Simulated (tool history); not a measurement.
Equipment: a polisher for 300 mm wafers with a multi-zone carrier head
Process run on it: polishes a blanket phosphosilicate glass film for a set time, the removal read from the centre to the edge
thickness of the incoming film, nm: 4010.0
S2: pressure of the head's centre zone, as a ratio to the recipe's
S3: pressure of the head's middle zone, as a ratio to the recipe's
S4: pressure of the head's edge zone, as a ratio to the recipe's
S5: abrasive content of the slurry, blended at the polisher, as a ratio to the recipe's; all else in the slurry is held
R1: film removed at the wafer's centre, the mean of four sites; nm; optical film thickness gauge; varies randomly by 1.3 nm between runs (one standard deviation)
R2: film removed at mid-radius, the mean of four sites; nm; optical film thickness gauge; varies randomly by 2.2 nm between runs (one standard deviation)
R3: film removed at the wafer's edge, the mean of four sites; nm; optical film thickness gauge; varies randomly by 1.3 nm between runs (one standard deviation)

{"run": 1, "day": 0.0, "flow of slurry (ml/min)": 180, "S2": 1, "S3": 1, "S4": 1, "S5": 1, "polishing time (s)": 65, "R1": 217.58, "R2": 217.06, "R3": 225.21}
{"run": 2, "day": 0.125, "flow of slurry (ml/min)": 175, "S2": 0.98, "S3": 1, "S4": 0.98, "S5": 0.95, "polishing time (s)": 65, "R1": 210.72, "R2": 213.77, "R3": 216.59}
{"run": 3, "day": 0.383, "flow of slurry (ml/min)": 170, "S2": 0.96, "S3": 1, "S4": 0.98, "S5": 0.9, "polishing time (s)": 65, "R1": 198.43, "R2": 205.79, "R3": 212.15}
{"run": 4, "day": 0.554, "flow of slurry (ml/min)": 170, "S2": 0.96, "S3": 1, "S4": 0.98, "S5": 1.05, "polishing time (s)": 65, "R1": 216.36, "R2": 219.9, "R3": 224.12}
{"run": 5, "day": 0.721, "flow of slurry (ml/min)": 165, "S2": 0.94, "S3": 1, "S4": 0.97, "S5": 1, "polishing time (s)": 65, "R1": 203.56, "R2": 217.56, "R3": 218.46}
{"run": 6, "day": 0.838, "flow of slurry (ml/min)": 165, "S2": 0.94, "S3": 1, "S4": 0.97, "S5": 1.15, "polishing time (s)": 65, "R1": 215.64, "R2": 221.24, "R3": 232.39}
{"run": 7, "day": 1.1, "flow of slurry (ml/min)": 160, "S2": 0.93, "S3": 0.99, "S4": 0.96, "S5": 1.1, "polishing time (s)": 65, "R1": 205.85, "R2": 221.17, "R3": 224.93}
{"run": 8, "day": 1.375, "flow of slurry (ml/min)": 145, "S2": 0.87, "S3": 0.89, "S4": 0.91, "S5": 0.85, "polishing time (s)": 63, "R1": 164.42, "R2": 170.53, "R3": 191.01}

What will run 9 give?
{"run": 9, "day": 1.433, "flow of slurry (ml/min)": 145, "S2": 0.87, "S3": 0.9, "S4": 0.9, "S5": 0.85, "polishing time (s)": 63, "R1": "?", "R2": "?", "R3": "?"}

{"run 9": {"R1": 163.87, "R2": 175.38, "R3": 191.25}}
